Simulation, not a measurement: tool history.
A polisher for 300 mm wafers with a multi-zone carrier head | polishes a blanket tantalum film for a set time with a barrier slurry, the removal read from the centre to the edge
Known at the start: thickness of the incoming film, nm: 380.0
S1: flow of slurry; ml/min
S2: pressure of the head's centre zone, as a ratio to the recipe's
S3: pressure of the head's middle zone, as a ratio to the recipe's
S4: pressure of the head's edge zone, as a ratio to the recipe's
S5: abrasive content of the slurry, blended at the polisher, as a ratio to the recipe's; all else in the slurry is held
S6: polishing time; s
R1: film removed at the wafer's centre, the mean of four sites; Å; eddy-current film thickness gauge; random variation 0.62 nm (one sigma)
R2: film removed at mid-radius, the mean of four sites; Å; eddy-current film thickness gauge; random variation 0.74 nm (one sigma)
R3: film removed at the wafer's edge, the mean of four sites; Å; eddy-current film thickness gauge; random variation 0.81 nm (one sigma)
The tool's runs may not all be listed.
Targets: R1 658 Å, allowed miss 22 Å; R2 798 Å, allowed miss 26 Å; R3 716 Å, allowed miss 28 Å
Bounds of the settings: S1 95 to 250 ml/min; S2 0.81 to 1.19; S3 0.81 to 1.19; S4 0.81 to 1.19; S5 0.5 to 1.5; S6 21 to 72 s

run,hour,S1,S2,S3,S4,S5,S6,R1,R2,R3
1,0,160,1,1,1,1,46,1223.6,1149.6,1206.5
2,8.4,160,0.96,1,1,1,46,1137.4,1173.8,1198.7
3,17.4,160,0.96,1,1,1,53,1334.1,1353.8,1399.9
4,23.7,160,0.96,1,1,0.9,53,1285,1310.7,1363
5,28.4,160,0.96,1,1.07,0.9,53,1288.9,1301.1,1374.1
6,32.3,195,0.96,1,1.07,0.9,53,1343.1,1357.8,1399.7
7,33.8,200,0.95,1.01,1.06,0.85,50,1251.4,1259.3,1297.9
8,41.3,200,0.94,1.03,1.05,0.8,47,1120.9,1190,1205.6
9,49.4,160,0.93,1.07,0.95,0.55,34,664.57,737.54,712.16
10,50.8,160,0.93,1.08,0.95,0.55,34,670.79,744.02,714.32
11,51.5,160,0.93,1.09,0.95,0.55,34,667.38,751.59,706.42
12,58.1,160,0.93,1.1,0.95,0.55,34,671.55,750.21,704.23
13,66.5,160,0.92,1.11,0.95,0.55,34,665.38,762.46,708.29

5 next moves are on the table. One of them brings every result within its allowed miss. Which?
A,74.9,165,0.99,1.13,0.92,0.55,33,?,?,?
B,74.9,155,0.98,1.1,1.01,0.5,35,?,?,?
C,74.9,215,0.83,1.04,0.98,0.55,36,?,?,?
D,74.9,155,0.91,1.14,0.96,0.55,38,?,?,?
E,74.9,185,0.87,1.11,0.93,0.5,36,?,?,?

move,R1,R2,R3
A,699.39,761.05,676.47
B,692.81,745.56,703.34
C,669.96,808.08,779.48
D,729.68,872.63,783.38
E,655.58,798.86,719.5
A: further off than the last run
B: further off than the last run
C: brings the result that was furthest off to its target, and leaves another outside
D: takes the result that was furthest off past its target
E: meets every target
The right move is E.
